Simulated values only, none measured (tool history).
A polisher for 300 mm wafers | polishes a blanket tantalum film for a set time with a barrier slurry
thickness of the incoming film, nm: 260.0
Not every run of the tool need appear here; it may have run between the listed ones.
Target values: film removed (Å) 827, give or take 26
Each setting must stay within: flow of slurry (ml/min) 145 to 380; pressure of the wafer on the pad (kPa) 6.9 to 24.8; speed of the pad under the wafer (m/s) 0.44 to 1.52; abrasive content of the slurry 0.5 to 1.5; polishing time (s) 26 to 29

run,hour,flow of slurry (ml/min),pressure of the wafer on the pad (kPa),speed of the pad under the wafer (m/s),abrasive content of the slurry,polishing time (s),film removed (Å)
1,0,245,15.9,0.98,1,29,500.58
2,4,245,15.9,0.98,1,26,455.42
3,10.9,245,17.9,0.98,1,26,494.53
4,17.6,245,14.5,0.98,1,26,422.15
5,20,295,14.5,0.98,1,26,421.06
6,28.4,295,16.5,1.02,1,26,494.25
7,34.5,295,17.9,1.04,1,26,535.48
8,36.5,295,19.3,1.06,1,26,580.05
9,41.3,295,20,1.08,1,26,607.51
10,45.5,295,20.7,1.1,1,26,630.94
11,49.1,295,21.4,1.12,1,26,654.79
12,51.9,295,22.1,1.14,1,26,702.88
13,54.5,295,22.8,1.14,1,26,707.98
14,63.2,295,23.4,1.16,1,26,742.92
15,68.6,300,24.8,1.18,1,26,786.93

Below are 4 possible settings for the next run. Only one of them brings all results inside the allowed miss of their targets. Which is it?
A,74,305,24.8,1.22,0.85,28,?
B,74,380,24.8,1.28,1,26,?
C,74,305,24.8,1.2,1.2,27,?
D,74,260,22.1,1.24,1.05,27,?

move,film removed (Å)
A,832.99
B,865.4
C,873.13
D,778.64
A: each result inside its tolerance
B: pushes the last run's worst result past its target
C: pushes the last run's worst result past its target
D: its largest miss is bigger than the last run's
So the answer is move A, the one that meets all the targets.

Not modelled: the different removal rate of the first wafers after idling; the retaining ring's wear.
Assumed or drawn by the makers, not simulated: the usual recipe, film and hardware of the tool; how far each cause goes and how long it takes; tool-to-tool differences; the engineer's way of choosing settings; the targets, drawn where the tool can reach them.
